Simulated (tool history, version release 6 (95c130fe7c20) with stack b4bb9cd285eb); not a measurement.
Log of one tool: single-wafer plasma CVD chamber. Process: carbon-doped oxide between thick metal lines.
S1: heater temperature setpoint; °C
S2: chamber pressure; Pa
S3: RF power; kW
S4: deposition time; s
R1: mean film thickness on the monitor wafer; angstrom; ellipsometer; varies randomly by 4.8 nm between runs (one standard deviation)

run	day	S1	S2	S3	S4	R1
1	0.000	355	625	0.605	221	12897
2	0.200	355	625	0.645	221	13471
3	0.408	355	625	0.645	228	13839
4	0.675	355	625	0.645	221	13406
5	0.750	347	625	0.645	221	13624
6	1.017	339	625	0.645	221	14002
7	1.333	341	597	0.610	221	13514
8	1.683	344	584	0.575	221	12808
9	1.921	346	567	0.550	221	12318
10	2.283	347	547	0.535	221	12148

For run 11, what comes out?
11	2.567	348	536	0.520	221	?

{"run 11": {"R1": 11774}}
